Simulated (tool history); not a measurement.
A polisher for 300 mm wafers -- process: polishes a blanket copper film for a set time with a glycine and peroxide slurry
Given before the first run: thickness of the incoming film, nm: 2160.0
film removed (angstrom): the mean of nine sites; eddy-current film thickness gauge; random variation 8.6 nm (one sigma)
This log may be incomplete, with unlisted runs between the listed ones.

run  hour  flow of slurry (ml/min)  pressure of the wafer on the pad (psi)  speed of the pad under the wafer (cm/s)  polishing time (s)  film removed (angstrom)
  1   0.0                      225                                     3.4                                       92                  97                   6203.0
  2   4.8                      225                                     3.4                                       92                 102                   6655.4
  3  11.5                      225                                     3.5                                       92                 102                   6749.6
  4  18.4                      265                                     3.5                                       92                 102                   6958.7
  5  21.8                      265                                     3.6                                       92                 102                   7299.5
  6  23.6                      265                                     3.6                                       72                 102                   5809.9
  7  24.7                      265                                     3.8                                       72                 102                   6110.7

Run 8 comes next. What will it give?
  8  30.9                      270                                     3.9                                       72                 102                        ?

{"run 8": {"film removed (angstrom)": 6285.2}}

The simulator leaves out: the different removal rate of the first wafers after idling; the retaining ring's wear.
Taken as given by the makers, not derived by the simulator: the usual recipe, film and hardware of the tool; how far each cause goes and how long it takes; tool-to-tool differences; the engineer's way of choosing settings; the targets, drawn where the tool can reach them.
